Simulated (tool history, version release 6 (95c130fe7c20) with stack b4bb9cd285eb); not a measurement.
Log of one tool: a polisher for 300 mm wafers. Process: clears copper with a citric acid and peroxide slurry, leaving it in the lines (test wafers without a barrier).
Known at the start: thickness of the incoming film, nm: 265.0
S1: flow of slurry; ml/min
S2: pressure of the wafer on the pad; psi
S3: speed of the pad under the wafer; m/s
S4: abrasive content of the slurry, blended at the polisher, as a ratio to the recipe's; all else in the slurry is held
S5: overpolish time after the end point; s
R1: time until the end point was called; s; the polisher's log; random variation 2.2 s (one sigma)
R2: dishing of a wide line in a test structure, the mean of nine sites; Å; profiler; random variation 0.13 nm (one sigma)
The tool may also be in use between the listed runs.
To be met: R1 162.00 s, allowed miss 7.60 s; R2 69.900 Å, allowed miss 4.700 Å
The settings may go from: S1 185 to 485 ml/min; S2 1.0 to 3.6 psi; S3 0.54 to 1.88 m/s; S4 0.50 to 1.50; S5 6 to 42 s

run 1 hour=0.0 | S1=310 S2=2.3 S3=1.20 S4=1.00 S5=21 | R1=121.70 R2=251.140
run 2 hour=5.8 | S1=250 S2=2.3 S3=1.20 S4=1.00 S5=21 | R1=126.58 R2=254.980
run 3 hour=14.6 | S1=250 S2=2.3 S3=1.20 S4=1.00 S5=14 | R1=124.35 R2=178.740
run 4 hour=21.5 | S1=250 S2=2.3 S3=1.20 S4=1.00 S5=7 | R1=122.46 R2=101.930
run 5 hour=23.6 | S1=250 S2=2.3 S3=1.20 S4=0.90 S5=7 | R1=126.65 R2=98.681
run 6 hour=31.4 | S1=265 S2=2.2 S3=1.20 S4=0.85 S5=7 | R1=129.84 R2=98.792
run 7 hour=35.9 | S1=315 S2=2.0 S3=1.18 S4=0.75 S5=7 | R1=145.94 R2=88.814
-- hour=38.5 slurry blender recalibrated
run 8 hour=38.5 | S1=320 S2=1.9 S3=1.18 S4=0.70 S5=7 | R1=147.35 R2=89.306
run 9 hour=44.1 | S1=295 S2=1.9 S3=1.16 S4=0.65 S5=7 | R1=148.66 R2=83.463
run 10 hour=50.4 | S1=295 S2=1.9 S3=1.16 S4=0.65 S5=7 | R1=151.01 R2=86.922
run 11 hour=52.9 | S1=340 S2=1.8 S3=1.16 S4=0.60 S5=7 | R1=158.17 R2=84.383
run 12 hour=59.2 | S1=305 S2=1.8 S3=1.16 S4=0.55 S5=7 | R1=160.86 R2=84.177
run 13 hour=65.8 | S1=360 S2=1.7 S3=1.16 S4=0.65 S5=7 | R1=161.64 R2=79.309
run 14 hour=72.5 | S1=385 S2=1.6 S3=1.18 S4=0.65 S5=7 | R1=163.46 R2=77.337
run 15 hour=79.5 | S1=405 S2=1.5 S3=1.20 S4=0.65 S5=7 | R1=175.49 R2=77.554
run 16 hour=88.0 | S1=390 S2=1.6 S3=1.14 S4=0.60 S5=7 | R1=176.13 R2=74.251
run 17 hour=96.1 | S1=420 S2=1.7 S3=1.14 S4=0.55 S5=7 | R1=165.97 R2=77.796
run 18 hour=101.2 | S1=440 S2=1.7 S3=1.14 S4=0.55 S5=7 | R1=172.93 R2=76.996
run 19 hour=105.6 | S1=440 S2=1.7 S3=1.14 S4=0.55 S5=7 | R1=168.24 R2=76.947
run 20 hour=109.4 | S1=455 S2=1.7 S3=1.16 S4=0.55 S5=7 | R1=162.02 R2=77.753
run 21 hour=115.7 | S1=465 S2=1.7 S3=1.18 S4=0.55 S5=7 | R1=157.90 R2=81.568
run 22 hour=121.6 | S1=470 S2=1.7 S3=1.18 S4=0.55 S5=7 | R1=163.19 R2=81.329

Which of these 5 next moves meets every target?
run A hour=127.5 | S1=350 S2=2.8 S3=0.88 S4=0.50 S5=6 | R1=? R2=?
run B hour=127.5 | S1=455 S2=1.7 S3=1.14 S4=0.80 S5=8 | R1=? R2=?
run C hour=127.5 | S1=485 S2=1.4 S3=1.20 S4=0.55 S5=6 | R1=? R2=?
run D hour=127.5 | S1=440 S2=1.6 S3=1.08 S4=0.60 S5=7 | R1=? R2=?
run E hour=127.5 | S1=440 S2=2.1 S3=1.00 S4=0.50 S5=6 | R1=? R2=?

move=A R1=148.01 R2=77.112
move=B R1=158.76 R2=93.532
move=C R1=183.30 R2=62.820
move=D R1=182.42 R2=72.912
move=E R1=163.51 R2=70.135
A: nearer than the last run, and not there yet
B: further off than the last run
C: takes the result that was furthest off past its target
D: brings the result that was furthest off to its target, and leaves another outside
E: meets every target
The right move is E.
